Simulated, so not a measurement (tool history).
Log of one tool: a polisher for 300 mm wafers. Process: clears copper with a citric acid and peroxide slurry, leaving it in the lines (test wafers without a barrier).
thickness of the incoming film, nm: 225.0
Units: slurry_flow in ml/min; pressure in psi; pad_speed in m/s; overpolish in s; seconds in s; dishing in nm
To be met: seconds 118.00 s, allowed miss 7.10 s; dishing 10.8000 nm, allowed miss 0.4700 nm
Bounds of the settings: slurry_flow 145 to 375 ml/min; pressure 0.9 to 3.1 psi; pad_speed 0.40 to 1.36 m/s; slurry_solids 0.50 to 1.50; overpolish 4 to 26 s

run  hour  slurry_flow  pressure  pad_speed  slurry_solids  overpolish  seconds  dishing
  1   0.0          240       2.0       0.88           1.00          13   192.43  12.3760
  2   8.0          240       2.2       0.88           1.00          11   168.93  11.4990
  3   9.2          240       1.9       0.88           1.00          11   196.96  10.1500
  4  12.5          240       2.1       0.88           1.00          10   186.65  10.0570
  5  20.4          240       2.1       0.88           1.00           6   176.64   5.9818
  6  24.0          240       2.1       0.70           1.00           6   220.14   5.0012
  7  28.2          240       2.3       0.74           1.00           6   194.27   5.6765
  8  36.5          240       2.4       0.78           1.00           6   177.16   6.3137
  9  38.9          240       2.5       0.80           1.00           6   166.59   6.4971
 10  44.8          240       2.6       0.84           1.00           6   157.17   7.1829

4 next moves are on the table. One of them brings every result within its allowed miss. Which?
  A  50.7          225       2.9       0.80           1.25           9        ?        ?
  B  50.7          270       3.1       0.94           0.95           7        ?        ?
  C  50.7          220       2.7       1.10           0.95           8        ?        ?
  D  50.7          250       2.9       0.88           1.00           9        ?        ?

move  seconds  dishing
   A   137.18  11.9210
   B   117.67  10.8660
   C   118.75  12.2080
   D   132.29  12.3370
A: takes the result that was furthest off past its target
B: meets every target
C: takes the result that was furthest off past its target
D: takes the result that was furthest off past its target
Move B is the one to make.
